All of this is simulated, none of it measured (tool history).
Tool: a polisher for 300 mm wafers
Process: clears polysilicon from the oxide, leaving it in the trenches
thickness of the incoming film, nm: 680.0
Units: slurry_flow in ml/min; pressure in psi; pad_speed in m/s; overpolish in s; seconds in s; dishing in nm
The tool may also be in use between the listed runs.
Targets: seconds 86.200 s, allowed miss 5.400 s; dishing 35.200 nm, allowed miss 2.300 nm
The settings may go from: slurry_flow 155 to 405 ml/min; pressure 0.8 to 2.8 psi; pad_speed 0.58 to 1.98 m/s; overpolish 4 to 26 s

{"run": 1, "hour": 0.0, "slurry_flow": 260, "pressure": 1.8, "pad_speed": 1.28, "overpolish": 13, "seconds": 55.864, "dishing": 40.121}
{"run": 2, "hour": 3.9, "slurry_flow": 290, "pressure": 1.8, "pad_speed": 1.28, "overpolish": 13, "seconds": 54.435, "dishing": 38.923}
{"run": 3, "hour": 8.5, "slurry_flow": 290, "pressure": 2.2, "pad_speed": 1.28, "overpolish": 13, "seconds": 46.057, "dishing": 41.46}
{"run": 4, "hour": 14.0, "slurry_flow": 290, "pressure": 1.9, "pad_speed": 1.24, "overpolish": 13, "seconds": 50.89, "dishing": 38.13}
{"run": 5, "hour": 18.1, "slurry_flow": 290, "pressure": 1.5, "pad_speed": 1.24, "overpolish": 13, "seconds": 66.252, "dishing": 38.771}
{"run": 6, "hour": 22.2, "slurry_flow": 290, "pressure": 1.5, "pad_speed": 1.08, "overpolish": 13, "seconds": 72.581, "dishing": 37.55}
{"run": 7, "hour": 27.3, "slurry_flow": 295, "pressure": 1.4, "pad_speed": 1.06, "overpolish": 12, "seconds": 79.123, "dishing": 36.908}
{"run": 8, "hour": 33.7, "slurry_flow": 300, "pressure": 1.4, "pad_speed": 1.04, "overpolish": 11, "seconds": 80.492, "dishing": 35.27}
{"run": 9, "hour": 36.2, "slurry_flow": 300, "pressure": 1.4, "pad_speed": 1.04, "overpolish": 11, "seconds": 80.187, "dishing": 35.903}
{"hour": 42.2, "done": "head pressure recalibrated"}
{"run": 10, "hour": 42.2, "slurry_flow": 300, "pressure": 1.3, "pad_speed": 1.02, "overpolish": 11, "seconds": 91.838, "dishing": 34.358}

4 next moves are on the table. One of them brings every result within its allowed miss. Which?
{"run": "A", "hour": 48.2, "slurry_flow": 285, "pressure": 1.3, "pad_speed": 1.0, "overpolish": 11, "seconds": "?", "dishing": "?"}
{"run": "B", "hour": 48.2, "slurry_flow": 280, "pressure": 1.5, "pad_speed": 0.86, "overpolish": 14, "seconds": "?", "dishing": "?"}
{"run": "C", "hour": 48.2, "slurry_flow": 275, "pressure": 1.3, "pad_speed": 1.08, "overpolish": 11, "seconds": "?", "dishing": "?"}
{"run": "D", "hour": 48.2, "slurry_flow": 320, "pressure": 1.4, "pad_speed": 0.86, "overpolish": 11, "seconds": "?", "dishing": "?"}

move=A seconds=92.788 dishing=33.447
move=B seconds=95.652 dishing=35.701
move=C seconds=86.481 dishing=34.253
move=D seconds=99.891 dishing=32.551
A: further off than the last run
B: further off than the last run
C: meets every target
D: further off than the last run
Move C is the one to make.
